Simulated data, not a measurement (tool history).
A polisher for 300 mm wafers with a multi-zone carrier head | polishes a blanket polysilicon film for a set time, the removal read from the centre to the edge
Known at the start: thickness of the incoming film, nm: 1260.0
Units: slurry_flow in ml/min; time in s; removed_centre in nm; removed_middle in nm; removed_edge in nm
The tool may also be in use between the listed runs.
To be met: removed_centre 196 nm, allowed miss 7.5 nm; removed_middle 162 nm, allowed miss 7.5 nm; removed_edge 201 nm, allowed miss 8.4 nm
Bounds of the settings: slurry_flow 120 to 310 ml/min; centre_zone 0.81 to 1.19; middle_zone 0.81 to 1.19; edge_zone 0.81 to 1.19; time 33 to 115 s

run 1 hour=0 | slurry_flow=200 centre_zone=1 middle_zone=1 edge_zone=1 time=73 | removed_centre=375.24 removed_middle=373.55 removed_edge=397.33
run 2 hour=2.8 | slurry_flow=180 centre_zone=0.99 middle_zone=0.95 edge_zone=0.96 time=62 | removed_centre=308.12 removed_middle=298.46 removed_edge=320.32
run 3 hour=4.8 | slurry_flow=205 centre_zone=0.99 middle_zone=0.95 edge_zone=0.96 time=62 | removed_centre=318.88 removed_middle=303.8 removed_edge=324.8
run 4 hour=6.6 | slurry_flow=185 centre_zone=1 middle_zone=0.91 edge_zone=0.97 time=54 | removed_centre=277.6 removed_middle=253.79 removed_edge=279.53
run 5 hour=9.3 | slurry_flow=180 centre_zone=1 middle_zone=0.88 edge_zone=1 time=48 | removed_centre=243.16 removed_middle=218.31 removed_edge=251.65
run 6 hour=12.9 | slurry_flow=175 centre_zone=1.01 middle_zone=0.86 edge_zone=1.01 time=45 | removed_centre=225.95 removed_middle=199.54 removed_edge=234.69
run 7 hour=18.6 | slurry_flow=170 centre_zone=1.02 middle_zone=0.85 edge_zone=1.02 time=43 | removed_centre=217.45 removed_middle=189.62 removed_edge=224.91
run 8 hour=23.3 | slurry_flow=170 centre_zone=1.02 middle_zone=0.85 edge_zone=1.02 time=43 | removed_centre=218.42 removed_middle=190.76 removed_edge=230.87
run 9 hour=29.9 | slurry_flow=165 centre_zone=1.03 middle_zone=0.84 edge_zone=1.01 time=41 | removed_centre=208.47 removed_middle=174.51 removed_edge=214.47
run 10 hour=36.4 | slurry_flow=155 centre_zone=1.03 middle_zone=0.84 edge_zone=1 time=41 | removed_centre=204.56 removed_middle=174.56 removed_edge=210
run 11 hour=43.7 | slurry_flow=150 centre_zone=1.04 middle_zone=0.83 edge_zone=1 time=41 | removed_centre=206.19 removed_middle=169.98 removed_edge=206.68
run 12 hour=49.5 | slurry_flow=145 centre_zone=1.04 middle_zone=0.83 edge_zone=1 time=41 | removed_centre=204.91 removed_middle=168.59 removed_edge=207.47
run 13 hour=53.5 | slurry_flow=145 centre_zone=1.04 middle_zone=0.83 edge_zone=1 time=41 | removed_centre=203.66 removed_middle=173.59 removed_edge=208.42
run 14 hour=54.9 | slurry_flow=140 centre_zone=1.05 middle_zone=0.82 edge_zone=1.01 time=41 | removed_centre=199.26 removed_middle=166.63 removed_edge=208.37

Which of these 4 next moves meets every target?
run A hour=56.3 | slurry_flow=135 centre_zone=1.04 middle_zone=0.81 edge_zone=1.12 time=41 | removed_centre=? removed_middle=? removed_edge=?
run B hour=56.3 | slurry_flow=135 centre_zone=1.04 middle_zone=0.94 edge_zone=0.95 time=40 | removed_centre=? removed_middle=? removed_edge=?
run C hour=56.3 | slurry_flow=220 centre_zone=1.03 middle_zone=0.83 edge_zone=1.06 time=36 | removed_centre=? removed_middle=? removed_edge=?
run D hour=56.3 | slurry_flow=140 centre_zone=1.07 middle_zone=0.89 edge_zone=0.99 time=40 | removed_centre=? removed_middle=? removed_edge=?

move=A removed_centre=200.47 removed_middle=168.48 removed_edge=218.94
move=B removed_centre=195.76 removed_middle=185.9 removed_edge=196.69
move=C removed_centre=193.72 removed_middle=165.67 removed_edge=199.99
move=D removed_centre=203.46 removed_middle=179.2 removed_edge=202
A: further off than the last run
B: brings the result that was furthest off to its target, and leaves another outside
C: meets every target
D: brings the result that was furthest off to its target, and leaves another outside
The right move is C.
